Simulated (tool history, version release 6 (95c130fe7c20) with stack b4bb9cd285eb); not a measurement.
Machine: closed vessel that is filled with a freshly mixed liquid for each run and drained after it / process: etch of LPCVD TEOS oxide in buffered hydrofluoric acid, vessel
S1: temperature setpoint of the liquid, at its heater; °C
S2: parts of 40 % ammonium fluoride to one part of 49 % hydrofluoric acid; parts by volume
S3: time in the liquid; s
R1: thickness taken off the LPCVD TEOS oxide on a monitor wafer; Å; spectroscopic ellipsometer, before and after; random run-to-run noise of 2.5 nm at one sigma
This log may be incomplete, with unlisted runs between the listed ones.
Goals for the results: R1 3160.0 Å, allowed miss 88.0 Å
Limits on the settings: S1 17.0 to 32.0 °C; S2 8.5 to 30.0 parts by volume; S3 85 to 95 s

run	hour	S1	S2	S3	R1
1	0.0	25.0	23.0	85	2332.4
2	3.5	25.0	29.5	85	1947.4
3	10.7	26.5	28.5	85	2171.2
4	17.5	26.5	28.5	85	2156.4
5	22.1	27.5	27.5	85	2312.1
6	22.9	26.0	27.5	85	2151.6
7	27.0	27.5	26.5	85	2374.7
8	30.4	28.5	26.0	85	2555.2
9	35.3	29.0	25.5	85	2679.5
10	36.3	29.5	25.5	85	2731.9
11	41.3	30.0	25.5	85	2788.6
12	46.1	30.5	25.5	85	2887.6

Exactly one of the 4 candidate moves below puts every result within its allowed miss. Which one?
A	50.9	31.0	27.5	95	?
B	50.9	32.0	25.0	90	?
C	50.9	29.0	29.5	90	?
D	50.9	25.5	24.0	90	?

move	R1
A	3202.0
B	3411.4
C	2600.2
D	2479.9
A: all results in spec
B: takes the result that was furthest off past its target
C: misses by more than the last run did
D: misses by more than the last run did
A meets every target.
